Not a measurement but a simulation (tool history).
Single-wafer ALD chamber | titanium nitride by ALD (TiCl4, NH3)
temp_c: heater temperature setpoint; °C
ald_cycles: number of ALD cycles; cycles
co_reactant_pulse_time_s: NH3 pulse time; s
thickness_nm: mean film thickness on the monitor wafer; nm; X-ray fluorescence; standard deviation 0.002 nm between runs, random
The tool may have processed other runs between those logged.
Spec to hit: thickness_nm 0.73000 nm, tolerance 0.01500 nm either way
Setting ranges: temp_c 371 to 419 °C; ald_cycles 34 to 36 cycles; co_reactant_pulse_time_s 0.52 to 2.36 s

run,hour,temp_c,ald_cycles,co_reactant_pulse_time_s,thickness_nm
1,0.0,395,36,1.44,0.83832
2,2.7,392,36,1.32,0.82726
3,10.6,389,36,1.21,0.81381
4,14.4,389,36,1.00,0.79292
5,16.8,389,36,0.96,0.78725
6,18.7,389,36,0.93,0.78331
7,27.1,389,36,0.91,0.78043
8,35.1,389,36,0.89,0.77890
9,37.9,389,36,0.87,0.77278
10,39.4,386,34,0.67,0.66036
11,44.7,386,34,0.67,0.65921
12,51.9,388,34,0.67,0.66531
13,56.9,388,35,0.68,0.68837
14,64.1,388,35,0.69,0.69249
15,66.7,388,35,0.70,0.70092

Consider the 5 candidate settings below. Which is the only one whose results all fall within their allowed miss of target?
A,69.3,389,36,0.65,?
B,69.3,394,34,0.65,?
C,69.3,391,35,0.66,?
D,69.3,386,35,0.79,?
E,69.3,388,35,0.65,?

move,thickness_nm
A,0.69263
B,0.66609
C,0.68447
D,0.72602
E,0.67085
A: the biggest miss grows against the last run
B: the biggest miss grows against the last run
C: the biggest miss grows against the last run
D: meets every target
E: the biggest miss grows against the last run
Answer: D
